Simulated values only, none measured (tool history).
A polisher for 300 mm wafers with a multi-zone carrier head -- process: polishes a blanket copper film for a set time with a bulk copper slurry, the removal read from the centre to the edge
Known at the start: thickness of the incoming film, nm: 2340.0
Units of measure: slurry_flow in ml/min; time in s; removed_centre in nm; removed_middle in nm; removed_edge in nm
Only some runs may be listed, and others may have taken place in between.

{"run": 1, "hour": 0.0, "slurry_flow": 305, "centre_zone": 1, "middle_zone": 1, "edge_zone": 1, "slurry_solids": 1, "time": 52, "removed_centre": 448.26, "removed_middle": 490.05, "removed_edge": 476.61}
{"run": 2, "hour": 5.1, "slurry_flow": 305, "centre_zone": 1, "middle_zone": 1, "edge_zone": 1, "slurry_solids": 1, "time": 44, "removed_centre": 380.92, "removed_middle": 399.69, "removed_edge": 399.17}
{"run": 3, "hour": 10.7, "slurry_flow": 305, "centre_zone": 1, "middle_zone": 1, "edge_zone": 1, "slurry_solids": 1.15, "time": 44, "removed_centre": 384.17, "removed_middle": 416.01, "removed_edge": 417.84}
{"run": 4, "hour": 15.4, "slurry_flow": 305, "centre_zone": 0.99, "middle_zone": 0.97, "edge_zone": 1.01, "slurry_solids": 1.1, "time": 44, "removed_centre": 382.66, "removed_middle": 402.58, "removed_edge": 417.29}
{"run": 5, "hour": 19.6, "slurry_flow": 305, "centre_zone": 0.98, "middle_zone": 0.95, "edge_zone": 1.01, "slurry_solids": 1.05, "time": 44, "removed_centre": 375.3, "removed_middle": 400.76, "removed_edge": 404.73}
{"run": 6, "hour": 20.2, "slurry_flow": 300, "centre_zone": 0.98, "middle_zone": 0.93, "edge_zone": 1.04, "slurry_solids": 1.05, "time": 43, "removed_centre": 363.35, "removed_middle": 369.19, "removed_edge": 407.83}
{"run": 7, "hour": 25.1, "slurry_flow": 300, "centre_zone": 0.98, "middle_zone": 0.93, "edge_zone": 1.04, "slurry_solids": 1.05, "time": 43, "removed_centre": 367.87, "removed_middle": 371.82, "removed_edge": 404.1}
{"run": 8, "hour": 28.2, "slurry_flow": 295, "centre_zone": 0.97, "middle_zone": 0.92, "edge_zone": 1.05, "slurry_solids": 1.05, "time": 43, "removed_centre": 350.18, "removed_middle": 371.8, "removed_edge": 396.48}
{"run": 9, "hour": 34.2, "slurry_flow": 290, "centre_zone": 0.97, "middle_zone": 0.9, "edge_zone": 1.06, "slurry_solids": 1.05, "time": 43, "removed_centre": 358.61, "removed_middle": 363.49, "removed_edge": 409.82}

Expected results for the next run?
{"run": 10, "hour": 36.6, "slurry_flow": 290, "centre_zone": 0.97, "middle_zone": 0.89, "edge_zone": 1.06, "slurry_solids": 1, "time": 43, "removed_centre": "?", "removed_middle": "?", "removed_edge": "?"}

{"run 10": {"removed_centre": 359.83, "removed_middle": 361.09, "removed_edge": 400.27}}
